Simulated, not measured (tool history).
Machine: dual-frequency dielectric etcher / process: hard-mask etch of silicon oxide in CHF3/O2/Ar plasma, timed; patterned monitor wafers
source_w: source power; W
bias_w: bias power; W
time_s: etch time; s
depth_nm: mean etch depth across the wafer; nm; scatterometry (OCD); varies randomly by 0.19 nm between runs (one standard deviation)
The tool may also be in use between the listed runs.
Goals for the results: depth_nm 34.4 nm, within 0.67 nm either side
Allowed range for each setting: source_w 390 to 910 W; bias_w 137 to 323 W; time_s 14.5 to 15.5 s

| run | day | source_w | bias_w | time_s | depth_nm |
|---|---|---|---|---|---|
| 1 | 0 | 650 | 230 | 15.5 | 31.21 |
| 2 | 0.358 | 710 | 230 | 15.5 | 32.547 |
| 3 | 0.667 | 720 | 231 | 15.5 | 32.778 |
| 4 | 0.975 | 730 | 232 | 15.5 | 32.665 |
| 5 | 1.117 | 780 | 232 | 15.5 | 33.616 |
| 6 | 1.283 | 780 | 232 | 14.5 | 31.385 |
| 7 | 1.383 | 790 | 237 | 14.5 | 31.636 |
| 8 | 1.442 | 800 | 243 | 14.5 | 31.959 |

Consider the 5 candidate settings below. Which is the only one whose results all fall within their allowed miss of target?
| A | 1.5 | 760 | 222 | 15.5 | ? |
| B | 1.5 | 760 | 265 | 15.5 | ? |
| C | 1.5 | 760 | 231 | 15.5 | ? |
| D | 1.5 | 760 | 249 | 15 | ? |
| E | 1.5 | 760 | 262 | 14.5 | ? |

| move | depth_nm |
|---|---|
| A | 32.349 |
| B | 34.322 |
| C | 32.775 |
| D | 32.522 |
| E | 31.984 |
A: closer than the last run, but not yet in spec
B: every result lands within tolerance
C: closer than the last run, but not yet in spec
D: closer than the last run, but not yet in spec
E: no nearer and no further than the last run
Go with B: it meets all targets.
